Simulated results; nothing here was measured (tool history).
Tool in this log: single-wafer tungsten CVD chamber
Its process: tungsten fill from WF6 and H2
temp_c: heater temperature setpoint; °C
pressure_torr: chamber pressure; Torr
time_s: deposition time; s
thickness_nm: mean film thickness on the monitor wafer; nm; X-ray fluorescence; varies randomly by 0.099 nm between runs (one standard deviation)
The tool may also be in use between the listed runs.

| run | hour | temp_c | pressure_torr | time_s | thickness_nm |
|---|---|---|---|---|---|
| 1 | 0 | 395 | 33.7 | 20.6 | 55.709 |
| 2 | 6.7 | 395 | 33.7 | 19.7 | 53.677 |
| 3 | 13.2 | 395 | 33.7 | 19.7 | 53.745 |
| 4 | 14.9 | 395 | 33.7 | 20.6 | 55.85 |
| 5 | 22.1 | 395 | 33.7 | 20.6 | 55.955 |
| 6 | 30 | 395 | 28.1 | 20.6 | 51.067 |
| 7 | 33.9 | 395 | 28.1 | 20.6 | 51.163 |
| 8 | 40.6 | 394 | 28.1 | 20.6 | 50.345 |
| 9 | 44.5 | 393 | 28.1 | 20.6 | 49.279 |

Run 10 comes next. What will it give?
| 10 | 52.4 | 392 | 28.1 | 20.6 | ? |

{"run 10": {"thickness_nm": 48.537}}

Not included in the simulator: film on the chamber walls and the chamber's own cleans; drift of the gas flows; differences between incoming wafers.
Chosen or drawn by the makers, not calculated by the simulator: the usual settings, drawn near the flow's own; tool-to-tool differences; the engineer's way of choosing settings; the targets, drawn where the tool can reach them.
